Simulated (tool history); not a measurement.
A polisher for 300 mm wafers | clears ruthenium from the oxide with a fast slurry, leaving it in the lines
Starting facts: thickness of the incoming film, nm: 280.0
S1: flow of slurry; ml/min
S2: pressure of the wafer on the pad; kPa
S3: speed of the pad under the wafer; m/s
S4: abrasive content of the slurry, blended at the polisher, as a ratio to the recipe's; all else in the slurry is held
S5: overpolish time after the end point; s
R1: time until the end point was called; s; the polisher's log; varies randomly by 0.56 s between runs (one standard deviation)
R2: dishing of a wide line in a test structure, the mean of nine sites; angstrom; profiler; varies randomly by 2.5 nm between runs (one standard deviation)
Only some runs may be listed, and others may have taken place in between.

run	hour	S1	S2	S3	S4	S5	R1	R2
1	0.0	210	17.9	1.02	1.0	18	67.894	566.51
2	7.3	210	17.9	1.02	1.0	11	68.490	385.50
3	15.8	210	16.5	1.02	1.0	11	71.785	356.71
4	23.3	210	19.3	1.02	1.0	13	62.278	479.43
5	25.1	210	19.3	1.02	1.0	21	62.483	700.25
6	29.2	210	20.7	1.02	1.0	21	57.978	731.75
7	37.9	210	22.1	1.02	1.0	22	55.337	790.73
8	38.5	210	23.4	1.02	1.0	22	51.874	848.07
9	39.7	210	24.1	1.02	1.0	22	52.425	844.64

What will run 10 give?
# hour 47.7: slurry nozzle cleaned
10	47.7	210	24.8	1.02	1.0	22	?	?

{"run 10": {"R1": 47.065, "R2": 892.48}}
